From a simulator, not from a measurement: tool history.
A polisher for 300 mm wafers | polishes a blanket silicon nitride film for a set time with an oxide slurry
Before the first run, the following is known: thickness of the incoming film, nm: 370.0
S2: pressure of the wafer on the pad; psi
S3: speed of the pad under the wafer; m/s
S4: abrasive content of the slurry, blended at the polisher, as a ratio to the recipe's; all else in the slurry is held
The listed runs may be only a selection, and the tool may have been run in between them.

{"run": 1, "hour": 0.0, "flow of slurry (ml/min)": 270, "S2": 3.2, "S3": 1.3, "S4": 1, "polishing time (s)": 19, "film removed (nm)": 15.764}
{"run": 2, "hour": 3.5, "flow of slurry (ml/min)": 270, "S2": 3.3, "S3": 1.3, "S4": 1, "polishing time (s)": 19, "film removed (nm)": 15.992}
{"run": 3, "hour": 5.8, "flow of slurry (ml/min)": 270, "S2": 3.3, "S3": 1.3, "S4": 1, "polishing time (s)": 17, "film removed (nm)": 14.466}
{"run": 4, "hour": 14.0, "flow of slurry (ml/min)": 270, "S2": 3.5, "S3": 1.3, "S4": 1, "polishing time (s)": 17, "film removed (nm)": 15.102}
{"run": 5, "hour": 21.5, "flow of slurry (ml/min)": 270, "S2": 3.7, "S3": 1.3, "S4": 1, "polishing time (s)": 17, "film removed (nm)": 15.421}
{"run": 6, "hour": 22.7, "flow of slurry (ml/min)": 240, "S2": 3.7, "S3": 1.3, "S4": 1, "polishing time (s)": 17, "film removed (nm)": 15.461}
{"run": 7, "hour": 29.8, "flow of slurry (ml/min)": 240, "S2": 3.9, "S3": 1.3, "S4": 1, "polishing time (s)": 17, "film removed (nm)": 15.981}

Run 8 is up next; what results do you expect?
{"run": 8, "hour": 37.7, "flow of slurry (ml/min)": 245, "S2": 4.1, "S3": 1.3, "S4": 1, "polishing time (s)": 17, "film removed (nm)": "?"}

{"run 8": {"film removed (nm)": 16.589}}

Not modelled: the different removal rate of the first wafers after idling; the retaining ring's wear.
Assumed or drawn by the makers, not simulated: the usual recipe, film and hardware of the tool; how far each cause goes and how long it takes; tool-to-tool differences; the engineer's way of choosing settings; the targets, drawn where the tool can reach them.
